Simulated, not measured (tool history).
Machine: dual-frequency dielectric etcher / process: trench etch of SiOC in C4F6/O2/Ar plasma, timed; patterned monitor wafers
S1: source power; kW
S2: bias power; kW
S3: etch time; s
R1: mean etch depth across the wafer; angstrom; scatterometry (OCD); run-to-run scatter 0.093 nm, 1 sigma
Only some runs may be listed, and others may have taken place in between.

| run | day | S1 | S2 | S3 | R1 |
|---|---|---|---|---|---|
| 1 | 0.000 | 0.360 | 0.172 | 12.5 | 242.09 |
| 2 | 0.238 | 0.350 | 0.166 | 12.5 | 241.49 |
| 3 | 0.408 | 0.340 | 0.159 | 12.5 | 233.50 |
| 4 | 0.704 | 0.330 | 0.153 | 12.5 | 229.47 |
| 5 | 0.796 | 0.290 | 0.153 | 12.5 | 219.14 |
| 6 | 1.046 | 0.280 | 0.149 | 12.5 | 214.76 |
| 7 | 1.117 | 0.270 | 0.145 | 12.5 | 210.54 |
| 8 | 1.354 | 0.270 | 0.142 | 12.5 | 212.80 |
| 9 | 1.425 | 0.270 | 0.139 | 12.5 | 209.96 |
| 10 | 1.521 | 0.270 | 0.136 | 12.5 | 208.93 |
| 11 | 1.892 | 0.270 | 0.133 | 12.5 | 208.08 |
| 12 | 2.171 | 0.270 | 0.130 | 12.5 | 206.51 |

For run 13, what comes out?
| 13 | 2.312 | 0.270 | 0.128 | 12.5 | ? |

Logged for run 13: R1 207.57 angstrom.
